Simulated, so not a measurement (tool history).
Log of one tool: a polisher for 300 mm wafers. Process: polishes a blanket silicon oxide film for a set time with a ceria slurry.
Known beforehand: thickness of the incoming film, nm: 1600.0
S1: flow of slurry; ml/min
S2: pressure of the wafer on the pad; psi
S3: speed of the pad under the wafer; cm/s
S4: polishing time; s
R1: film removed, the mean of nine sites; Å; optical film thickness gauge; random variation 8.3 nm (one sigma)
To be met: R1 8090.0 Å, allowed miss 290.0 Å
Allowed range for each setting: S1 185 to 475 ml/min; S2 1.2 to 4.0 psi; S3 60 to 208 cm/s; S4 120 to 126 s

{"run": 1, "hour": 0.0, "S1": 305, "S2": 2.6, "S3": 134, "S4": 120, "R1": 5359.4}
{"run": 2, "hour": 4.4, "S1": 305, "S2": 2.9, "S3": 134, "S4": 120, "R1": 5967.4}
{"run": 3, "hour": 10.9, "S1": 305, "S2": 3.1, "S3": 134, "S4": 120, "R1": 6417.2}
{"run": 4, "hour": 12.0, "S1": 305, "S2": 2.5, "S3": 134, "S4": 120, "R1": 5150.1}
{"run": 5, "hour": 19.6, "S1": 305, "S2": 2.2, "S3": 134, "S4": 120, "R1": 4603.8}
{"run": 6, "hour": 28.6, "S1": 305, "S2": 2.5, "S3": 134, "S4": 120, "R1": 5127.0}
{"run": 7, "hour": 33.6, "S1": 305, "S2": 2.8, "S3": 134, "S4": 120, "R1": 5739.2}
{"run": 8, "hour": 37.9, "S1": 305, "S2": 3.0, "S3": 134, "S4": 120, "R1": 6134.4}
{"run": 9, "hour": 45.6, "S1": 305, "S2": 3.7, "S3": 136, "S4": 120, "R1": 7556.6}

Exactly one of the 5 candidate moves below puts every result within its allowed miss. Which one?
{"run": "A", "hour": 53.3, "S1": 280, "S2": 3.5, "S3": 136, "S4": 120, "R1": "?"}
{"run": "B", "hour": 53.3, "S1": 305, "S2": 3.9, "S3": 126, "S4": 121, "R1": "?"}
{"run": "C", "hour": 53.3, "S1": 305, "S2": 3.1, "S3": 146, "S4": 120, "R1": "?"}
{"run": "D", "hour": 53.3, "S1": 310, "S2": 3.4, "S3": 152, "S4": 123, "R1": "?"}
{"run": "E", "hour": 53.3, "S1": 425, "S2": 3.2, "S3": 150, "S4": 120, "R1": "?"}

move=A R1=7154.4
move=B R1=7498.1
move=C R1=6854.7
move=D R1=8006.0
move=E R1=7424.2
A: further off than the last run
B: further off than the last run
C: further off than the last run
D: every result lands within tolerance
E: further off than the last run
Move D is the one to make.
